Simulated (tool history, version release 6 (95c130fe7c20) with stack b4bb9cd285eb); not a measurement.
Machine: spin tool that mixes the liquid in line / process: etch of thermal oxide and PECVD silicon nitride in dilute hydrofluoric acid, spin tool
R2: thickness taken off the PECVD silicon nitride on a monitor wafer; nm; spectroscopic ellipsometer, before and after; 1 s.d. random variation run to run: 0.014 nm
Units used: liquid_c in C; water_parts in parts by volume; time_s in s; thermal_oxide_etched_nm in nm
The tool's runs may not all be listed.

{"run": 1, "hour": 0.0, "liquid_c": 23.0, "water_parts": 160, "time_s": 180, "thermal_oxide_etched_nm": 4.9746, "R2": 4.1351}
{"run": 2, "hour": 2.8, "liquid_c": 23.0, "water_parts": 195, "time_s": 180, "thermal_oxide_etched_nm": 3.935, "R2": 3.4326}
{"run": 3, "hour": 3.9, "liquid_c": 22.0, "water_parts": 200, "time_s": 180, "thermal_oxide_etched_nm": 3.643, "R2": 3.1324}
{"run": 4, "hour": 5.9, "liquid_c": 22.0, "water_parts": 200, "time_s": 130, "thermal_oxide_etched_nm": 2.6456, "R2": 2.2735}
{"run": 5, "hour": 14.1, "liquid_c": 21.5, "water_parts": 200, "time_s": 130, "thermal_oxide_etched_nm": 2.583, "R2": 2.1804}
{"run": 6, "hour": 16.7, "liquid_c": 21.0, "water_parts": 200, "time_s": 130, "thermal_oxide_etched_nm": 2.5512, "R2": 2.1499}
{"run": 7, "hour": 22.6, "liquid_c": 20.5, "water_parts": 195, "time_s": 130, "thermal_oxide_etched_nm": 2.5617, "R2": 2.1116}
{"run": 8, "hour": 26.4, "liquid_c": 20.0, "water_parts": 195, "time_s": 130, "thermal_oxide_etched_nm": 2.5129, "R2": 2.0598}

Run 9 has not been measured yet. What should we expect?
{"run": 9, "hour": 34.0, "liquid_c": 19.5, "water_parts": 195, "time_s": 130, "thermal_oxide_etched_nm": "?", "R2": "?"}

thermal_oxide_etched_nm: 2.4898 nm
R2: 1.9950 nm
